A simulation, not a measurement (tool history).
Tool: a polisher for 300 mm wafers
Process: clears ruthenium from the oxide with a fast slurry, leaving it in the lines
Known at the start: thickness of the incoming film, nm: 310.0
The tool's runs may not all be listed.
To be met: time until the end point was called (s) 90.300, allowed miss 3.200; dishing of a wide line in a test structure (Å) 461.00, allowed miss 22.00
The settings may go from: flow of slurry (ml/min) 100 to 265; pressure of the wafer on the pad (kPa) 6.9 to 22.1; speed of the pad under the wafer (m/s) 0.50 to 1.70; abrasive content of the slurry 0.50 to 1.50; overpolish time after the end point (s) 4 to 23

| run | hour | flow of slurry (ml/min) | pressure of the wafer on the pad (kPa) | speed of the pad under the wafer (m/s) | abrasive content of the slurry | overpolish time after the end point (s) | time until the end point was called (s) | dishing of a wide line in a test structure (Å) |
|---|---|---|---|---|---|---|---|---|
| 1 | 0.0 | 170 | 14.5 | 1.10 | 1.00 | 12 | 84.661 | 305.03 |
| 2 | 4.0 | 170 | 14.5 | 1.10 | 1.00 | 10 | 83.898 | 256.94 |
| 3 | 5.9 | 165 | 14.5 | 1.10 | 1.00 | 11 | 84.600 | 277.21 |
| 4 | 7.9 | 205 | 14.5 | 1.10 | 1.00 | 11 | 81.774 | 290.01 |
| 5 | 14.9 | 205 | 14.5 | 1.10 | 1.10 | 11 | 78.648 | 292.75 |
| 6 | 18.4 | 200 | 14.5 | 1.10 | 1.10 | 12 | 80.470 | 317.07 |
| 7 | 19.9 | 200 | 14.5 | 1.10 | 1.10 | 13 | 80.282 | 346.73 |
| 8 | 24.6 | 200 | 14.5 | 1.10 | 1.10 | 13 | 78.470 | 342.63 |
| 9 | 29.1 | 195 | 14.5 | 1.10 | 1.10 | 14 | 80.089 | 364.03 |
| 10 | 33.3 | 195 | 14.5 | 1.10 | 1.10 | 15 | 79.654 | 380.33 |
| 11 | 40.7 | 190 | 14.5 | 1.10 | 1.10 | 16 | 82.175 | 401.12 |
| 12 | 44.8 | 180 | 13.8 | 1.10 | 1.10 | 18 | 86.544 | 431.31 |

5 next moves are on the table. One of them brings every result within its allowed miss. Which?
| A | 48.9 | 195 | 17.2 | 0.98 | 0.85 | 20 | ? | ? |
| B | 48.9 | 170 | 13.8 | 1.04 | 1.20 | 21 | ? | ? |
| C | 48.9 | 210 | 10.3 | 1.44 | 1.25 | 16 | ? | ? |
| D | 48.9 | 225 | 13.8 | 0.92 | 1.35 | 18 | ? | ? |
| E | 48.9 | 130 | 13.8 | 1.08 | 1.30 | 17 | ? | ? |

| move | time until the end point was called (s) | dishing of a wide line in a test structure (Å) |
|---|---|---|
| A | 81.995 | 473.87 |
| B | 89.779 | 458.63 |
| C | 84.058 | 388.64 |
| D | 93.221 | 393.23 |
| E | 89.513 | 387.92 |
A: brings the result that was furthest off to its target, and leaves another outside
B: meets every target
C: further off than the last run
D: further off than the last run
E: further off than the last run
Move B is the one to make.
